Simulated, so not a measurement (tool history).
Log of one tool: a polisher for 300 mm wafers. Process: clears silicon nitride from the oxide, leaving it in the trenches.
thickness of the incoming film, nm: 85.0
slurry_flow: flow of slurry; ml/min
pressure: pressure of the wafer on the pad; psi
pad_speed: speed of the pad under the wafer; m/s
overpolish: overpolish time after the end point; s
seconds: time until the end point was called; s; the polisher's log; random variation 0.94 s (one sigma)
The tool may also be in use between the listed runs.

Run 1, hour 0.0: slurry_flow 130 ml/min, pressure 3.4 psi, pad_speed 1.04 m/s, overpolish 8 s. Result: seconds 80.731 s.
Run 2, hour 8.0: slurry_flow 130 ml/min, pressure 3.4 psi, pad_speed 1.04 m/s, overpolish 8 s. Result: seconds 78.904 s.
Run 3, hour 12.4: slurry_flow 130 ml/min, pressure 3.4 psi, pad_speed 1.16 m/s, overpolish 8 s. Result: seconds 73.649 s.
Run 4, hour 15.0: slurry_flow 130 ml/min, pressure 3.5 psi, pad_speed 1.16 m/s, overpolish 8 s. Result: seconds 69.899 s.
Run 5, hour 22.5: slurry_flow 130 ml/min, pressure 3.6 psi, pad_speed 1.16 m/s, overpolish 8 s. Result: seconds 68.174 s.
Run 6, hour 25.5: slurry_flow 130 ml/min, pressure 3.7 psi, pad_speed 1.16 m/s, overpolish 8 s. Result: seconds 65.674 s.
Run 7, hour 27.1: slurry_flow 130 ml/min, pressure 3.8 psi, pad_speed 1.16 m/s, overpolish 8 s. Result: seconds 64.352 s.
Run 8, hour 33.6: slurry_flow 130 ml/min, pressure 3.9 psi, pad_speed 1.16 m/s, overpolish 8 s. Result: seconds 62.420 s.
Run 9, hour 38.2: slurry_flow 130 ml/min, pressure 4.0 psi, pad_speed 1.16 m/s, overpolish 8 s. Result: seconds 62.362 s.

Forecast run 10:
Run 10, hour 42.3: slurry_flow 130 ml/min, pressure 4.1 psi, pad_speed 1.16 m/s, overpolish 8 s. Result: seconds ?.

Run 10 gave seconds 58.346 s.
